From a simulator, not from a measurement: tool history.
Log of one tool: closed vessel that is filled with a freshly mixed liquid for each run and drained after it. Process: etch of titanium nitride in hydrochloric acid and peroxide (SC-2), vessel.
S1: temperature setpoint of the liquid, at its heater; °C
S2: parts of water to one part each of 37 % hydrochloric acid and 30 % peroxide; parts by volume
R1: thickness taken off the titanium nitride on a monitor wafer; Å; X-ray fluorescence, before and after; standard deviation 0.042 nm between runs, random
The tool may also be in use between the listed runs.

Run 1, hour 0: S1 56 °C, S2 7 parts by volume, time in the liquid (s) 110. Result: R1 75.699 Å.
Run 2, hour 7.8: S1 56 °C, S2 7 parts by volume, time in the liquid (s) 120. Result: R1 82.297 Å.
Run 3, hour 14.4: S1 53.5 °C, S2 7 parts by volume, time in the liquid (s) 120. Result: R1 71.134 Å.
Run 4, hour 17: S1 52 °C, S2 7 parts by volume, time in the liquid (s) 120. Result: R1 62.709 Å.
Run 5, hour 23: S1 57 °C, S2 7 parts by volume, time in the liquid (s) 120. Result: R1 87.931 Å.
Run 6, hour 29.6: S1 54.5 °C, S2 7 parts by volume, time in the liquid (s) 120. Result: R1 75.805 Å.

Estimate the outcome of run 7 from the log above:
Run 7, hour 37.8: S1 54.5 °C, S2 7 parts by volume, time in the liquid (s) 120. Result: R1 ?.

R1: 74.084 Å

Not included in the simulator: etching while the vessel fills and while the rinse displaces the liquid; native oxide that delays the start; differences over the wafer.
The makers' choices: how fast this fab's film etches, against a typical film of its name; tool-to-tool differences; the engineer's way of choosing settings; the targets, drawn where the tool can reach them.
